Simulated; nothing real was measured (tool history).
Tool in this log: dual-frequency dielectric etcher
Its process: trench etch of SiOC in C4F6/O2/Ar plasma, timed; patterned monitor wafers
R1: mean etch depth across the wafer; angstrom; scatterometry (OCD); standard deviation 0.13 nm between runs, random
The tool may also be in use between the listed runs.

run 1 hour=0.0 | source_power_(W)=450 bias_power_(W)=196 etch_time_(s)=12 | R1=273.25
run 2 hour=1.0 | source_power_(W)=470 bias_power_(W)=198 etch_time_(s)=12 | R1=279.67
run 3 hour=2.2 | source_power_(W)=470 bias_power_(W)=169 etch_time_(s)=12 | R1=268.58
run 4 hour=9.0 | source_power_(W)=470 bias_power_(W)=169 etch_time_(s)=11 | R1=245.14
run 5 hour=10.4 | source_power_(W)=470 bias_power_(W)=200 etch_time_(s)=11 | R1=258.29
run 6 hour=17.8 | source_power_(W)=470 bias_power_(W)=168 etch_time_(s)=11 | R1=244.90
run 7 hour=21.6 | source_power_(W)=500 bias_power_(W)=178 etch_time_(s)=11 | R1=257.95
run 8 hour=29.0 | source_power_(W)=520 bias_power_(W)=183 etch_time_(s)=11 | R1=264.86
run 9 hour=37.6 | source_power_(W)=540 bias_power_(W)=187 etch_time_(s)=11 | R1=270.45
run 10 hour=45.8 | source_power_(W)=560 bias_power_(W)=192 etch_time_(s)=11 | R1=279.71

Run 11 comes next. What will it give?
run 11 hour=48.7 | source_power_(W)=570 bias_power_(W)=194 etch_time_(s)=11 | R1=?

R1: 283.55 angstrom
